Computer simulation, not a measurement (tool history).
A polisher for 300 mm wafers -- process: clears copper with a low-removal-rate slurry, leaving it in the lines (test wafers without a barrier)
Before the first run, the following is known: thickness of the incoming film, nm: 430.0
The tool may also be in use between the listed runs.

run,hour,flow of slurry (ml/min),pressure of the wafer on the pad (kPa),speed of the pad under the wafer (m/s),abrasive content of the slurry,overpolish time after the end point (s),time until the end point was called (s),dishing of a wide line in a test structure (nm)
1,0,165,26.2,1.28,1,17,111.97,44.425
2,8.9,160,24.8,1.28,1,18,117.46,44.507
3,17,160,24.8,1.28,1,11,119.27,28.193
4,17.9,160,20.7,1.28,1,11,139.21,25.18
5,18.8,160,20.7,1.28,1.2,11,134.22,24.315
6,24.1,160,20.7,1.28,1.35,11,129.18,26.711
# hour 25.1: slurry blender recalibrated
7,25.1,155,20,1.28,1.35,14,127.29,32.814
8,29.3,155,18.6,1.28,1.35,16,137.35,35.743

Run 9 is up next; what results do you expect?
9,36.2,155,18.6,1.28,1.35,17,?,?

{"run 9": {"time until the end point was called (s)": 138.98, "dishing of a wide line in a test structure (nm)": 37.665}}

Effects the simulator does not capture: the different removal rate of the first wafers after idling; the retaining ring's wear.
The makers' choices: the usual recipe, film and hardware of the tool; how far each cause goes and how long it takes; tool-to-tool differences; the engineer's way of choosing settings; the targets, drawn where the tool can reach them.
